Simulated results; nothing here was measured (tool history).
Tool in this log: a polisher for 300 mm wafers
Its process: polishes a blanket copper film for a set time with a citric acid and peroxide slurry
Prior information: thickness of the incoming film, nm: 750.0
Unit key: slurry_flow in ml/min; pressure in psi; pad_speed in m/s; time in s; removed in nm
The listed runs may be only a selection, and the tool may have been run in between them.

| run | hour | slurry_flow | pressure | pad_speed | slurry_solids | time | removed |
|---|---|---|---|---|---|---|---|
| 1 | 0 | 135 | 2.8 | 1.24 | 1 | 40 | 102.18 |
| 2 | 4.7 | 135 | 3.4 | 1.24 | 1 | 40 | 117.49 |
| 3 | 8 | 140 | 3.6 | 1.24 | 1 | 40 | 124.63 |
| 4 | 16 | 145 | 3.7 | 1.24 | 1 | 40 | 128 |
| 5 | 21.6 | 145 | 3.8 | 1.24 | 1 | 40 | 131.61 |
| 6 | 29.6 | 145 | 3.9 | 1.24 | 1 | 40 | 133.64 |
|  | 37.1 | slurry blender recalibrated |
| 7 | 37.1 | 145 | 4 | 1.24 | 1 | 40 | 140.06 |
| 8 | 45.4 | 145 | 4.1 | 1.24 | 1 | 40 | 141.56 |

Estimate the outcome of run 9 from the log above:
| 9 | 51.4 | 150 | 4.1 | 1.24 | 1 | 40 | ? |

{"run 9": {"removed": 144.65}}

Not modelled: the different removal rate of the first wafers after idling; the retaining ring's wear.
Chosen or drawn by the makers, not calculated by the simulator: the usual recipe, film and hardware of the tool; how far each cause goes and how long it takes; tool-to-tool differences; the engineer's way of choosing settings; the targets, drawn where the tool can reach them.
